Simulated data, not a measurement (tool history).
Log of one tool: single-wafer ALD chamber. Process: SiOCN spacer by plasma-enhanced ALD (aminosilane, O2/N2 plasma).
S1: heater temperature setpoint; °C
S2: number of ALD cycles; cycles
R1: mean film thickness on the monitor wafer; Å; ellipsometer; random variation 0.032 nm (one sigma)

| run | hour | S1 | S2 | R1 |
|---|---|---|---|---|
| 1 | 0 | 405 | 93 | 51.483 |
| 2 | 7.7 | 401 | 97 | 54.995 |
| 3 | 12 | 401 | 91 | 51.091 |
| 4 | 19.6 | 397 | 95 | 53.283 |
| 5 | 23 | 397 | 104 | 58.652 |
| 6 | 29 | 397 | 116 | 65.208 |

Forecast run 7:
| 7 | 32 | 400 | 114 | ? |

{"run 7": {"R1": 64.173}}

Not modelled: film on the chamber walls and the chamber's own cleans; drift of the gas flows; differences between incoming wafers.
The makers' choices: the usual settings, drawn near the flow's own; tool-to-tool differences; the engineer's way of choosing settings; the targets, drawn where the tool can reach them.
